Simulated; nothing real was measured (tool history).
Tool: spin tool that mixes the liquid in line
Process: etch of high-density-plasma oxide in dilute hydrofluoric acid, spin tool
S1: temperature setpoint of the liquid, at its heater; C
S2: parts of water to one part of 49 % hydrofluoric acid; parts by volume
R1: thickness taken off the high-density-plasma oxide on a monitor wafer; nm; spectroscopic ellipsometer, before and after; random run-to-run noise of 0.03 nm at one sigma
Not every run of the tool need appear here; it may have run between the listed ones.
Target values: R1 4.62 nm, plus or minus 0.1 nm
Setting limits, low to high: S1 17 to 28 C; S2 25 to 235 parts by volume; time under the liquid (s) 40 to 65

run 1 day=0 | S1=20 S2=130 time_under_the_liquid_(s)=65 | R1=4.1131
run 2 day=0.333 | S1=20 S2=95 time_under_the_liquid_(s)=65 | R1=5.9178
run 3 day=0.692 | S1=20 S2=95 time_under_the_liquid_(s)=40 | R1=3.6454
run 4 day=1.017 | S1=17.5 S2=95 time_under_the_liquid_(s)=40 | R1=3.267
run 5 day=1.062 | S1=17 S2=95 time_under_the_liquid_(s)=40 | R1=3.1999
run 6 day=1.279 | S1=19.5 S2=95 time_under_the_liquid_(s)=40 | R1=3.5328
run 7 day=1.417 | S1=20.5 S2=95 time_under_the_liquid_(s)=40 | R1=3.6711
run 8 day=1.738 | S1=22 S2=95 time_under_the_liquid_(s)=40 | R1=3.907

Which of these 4 next moves meets every target?
run A day=2.058 | S1=20 S2=105 time_under_the_liquid_(s)=65 | R1=?
run B day=2.058 | S1=23 S2=130 time_under_the_liquid_(s)=60 | R1=?
run C day=2.058 | S1=22.5 S2=120 time_under_the_liquid_(s)=60 | R1=?
run D day=2.058 | S1=24 S2=85 time_under_the_liquid_(s)=40 | R1=?

move=A R1=5.2963
move=B R1=4.3417
move=C R1=4.6606
move=D R1=4.8431
A: takes the result that was furthest off past its target
B: nearer the targets than the last run, but a result is still out of spec
C: every result within its allowed miss
D: takes the result that was furthest off past its target
C is the move that brings every result within its allowed miss.
